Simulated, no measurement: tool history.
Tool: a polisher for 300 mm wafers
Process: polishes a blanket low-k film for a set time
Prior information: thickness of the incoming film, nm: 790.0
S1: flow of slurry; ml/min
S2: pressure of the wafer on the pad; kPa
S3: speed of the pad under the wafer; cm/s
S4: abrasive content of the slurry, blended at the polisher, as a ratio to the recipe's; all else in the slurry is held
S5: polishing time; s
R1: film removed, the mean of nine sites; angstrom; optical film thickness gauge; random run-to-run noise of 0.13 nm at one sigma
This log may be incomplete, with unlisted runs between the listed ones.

| run | day | S1 | S2 | S3 | S4 | S5 | R1 |
|---|---|---|---|---|---|---|---|
| 1 | 0 | 305 | 15.2 | 108 | 1 | 53 | 248.35 |
| 2 | 0.092 | 305 | 15.2 | 108 | 1.2 | 53 | 277.1 |
| 3 | 0.417 | 260 | 15.2 | 108 | 1.2 | 53 | 274.29 |
| 4 | 0.462 | 260 | 13.1 | 96 | 1.2 | 53 | 224.06 |
| 5 | 0.625 | 260 | 13.1 | 96 | 1.3 | 53 | 228.72 |
| 6 | 0.779 | 260 | 14.5 | 96 | 1.3 | 53 | 246.02 |
| 7 | 0.842 | 260 | 13.1 | 86 | 1.25 | 52 | 200.57 |
| 8 | 0.925 | 260 | 11.7 | 78 | 1.25 | 52 | 167.96 |

Run 9 is up next; what results do you expect?
|  | 1.267 | head pressure recalibrated |
| 9 | 1.267 | 260 | 11.7 | 78 | 1.25 | 52 | ? |

R1: 181.73 angstrom
